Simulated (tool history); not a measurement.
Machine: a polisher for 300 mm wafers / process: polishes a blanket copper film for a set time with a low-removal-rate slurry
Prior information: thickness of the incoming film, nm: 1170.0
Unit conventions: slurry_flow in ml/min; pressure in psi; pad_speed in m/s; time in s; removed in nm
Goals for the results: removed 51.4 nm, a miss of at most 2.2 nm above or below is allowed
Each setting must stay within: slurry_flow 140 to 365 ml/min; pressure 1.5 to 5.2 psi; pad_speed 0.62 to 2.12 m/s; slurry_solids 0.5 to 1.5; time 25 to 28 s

| run | hour | slurry_flow | pressure | pad_speed | slurry_solids | time | removed |
|---|---|---|---|---|---|---|---|
| 1 | 0 | 235 | 3.3 | 1.36 | 1 | 28 | 104.99 |
| 2 | 1.3 | 235 | 3.8 | 1.36 | 1 | 28 | 120.59 |
| 3 | 6.1 | 235 | 3.5 | 1.36 | 1 | 28 | 109.23 |
| 4 | 12.4 | 235 | 3.3 | 1.34 | 1 | 28 | 102.13 |
| 5 | 20.8 | 235 | 4.1 | 1.34 | 1 | 28 | 125.21 |
| 6 | 26.4 | 235 | 3.8 | 1.3 | 1 | 28 | 114.98 |
| 7 | 32.7 | 235 | 3.8 | 1.3 | 1 | 28 | 114.53 |
| 8 | 38.1 | 235 | 3.6 | 1.28 | 1 | 28 | 106.96 |
| 9 | 39.8 | 235 | 3.4 | 1.26 | 1 | 28 | 100.03 |
| 10 | 41.2 | 235 | 3.2 | 1.24 | 1 | 28 | 93.476 |
| 11 | 47.8 | 235 | 3 | 1.22 | 1 | 28 | 84.945 |
| 12 | 49.4 | 235 | 2.9 | 1.22 | 1 | 28 | 80.108 |

Of the 5 settings listed for the next run, only one would bring every result within its allowed miss of target. Which one?
| A | 51 | 245 | 4.3 | 1.76 | 0.8 | 28 | ? |
| B | 51 | 215 | 3.5 | 1.66 | 1.05 | 28 | ? |
| C | 51 | 330 | 1.8 | 1.34 | 0.95 | 25 | ? |
| D | 51 | 290 | 3 | 1 | 1 | 25 | ? |
| E | 51 | 225 | 2.3 | 0.8 | 0.85 | 25 | ? |

| move | removed |
|---|---|
| A | 161.18 |
| B | 131.47 |
| C | 51.055 |
| D | 62.916 |
| E | 36.935 |
A: lands further from the targets than the last run did
B: lands further from the targets than the last run did
C: every result within its allowed miss
D: gains on the last run, yet a result remains outside its allowed miss
E: takes the result that was furthest off past its target
Correct choice: C, which meets every target

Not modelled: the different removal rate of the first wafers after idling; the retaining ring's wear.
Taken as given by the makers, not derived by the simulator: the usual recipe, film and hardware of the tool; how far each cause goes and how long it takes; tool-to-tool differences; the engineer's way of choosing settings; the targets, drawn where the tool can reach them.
